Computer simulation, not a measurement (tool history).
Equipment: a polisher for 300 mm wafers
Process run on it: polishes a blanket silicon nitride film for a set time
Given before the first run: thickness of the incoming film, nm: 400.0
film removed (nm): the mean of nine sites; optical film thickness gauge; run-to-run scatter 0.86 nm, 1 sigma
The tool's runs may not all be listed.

| run | hour | flow of slurry (ml/min) | pressure of the wafer on the pad (kPa) | speed of the pad under the wafer (cm/s) | polishing time (s) | film removed (nm) |
|---|---|---|---|---|---|---|
| 1 | 0 | 265 | 31.7 | 102 | 67 | 131.35 |
| 2 | 6.9 | 265 | 31.7 | 82 | 67 | 112.67 |
| 3 | 7.9 | 265 | 31 | 82 | 67 | 108.86 |
| 4 | 8.6 | 265 | 31 | 82 | 67 | 109.45 |
| 5 | 11.4 | 265 | 31 | 82 | 70 | 113.95 |
| 6 | 18 | 265 | 31 | 82 | 70 | 114.77 |
| 7 | 25.6 | 265 | 30.3 | 82 | 70 | 113.06 |

Forecast run 8:
| 8 | 29.4 | 265 | 29.6 | 82 | 70 | ? |

film removed (nm): 108.63

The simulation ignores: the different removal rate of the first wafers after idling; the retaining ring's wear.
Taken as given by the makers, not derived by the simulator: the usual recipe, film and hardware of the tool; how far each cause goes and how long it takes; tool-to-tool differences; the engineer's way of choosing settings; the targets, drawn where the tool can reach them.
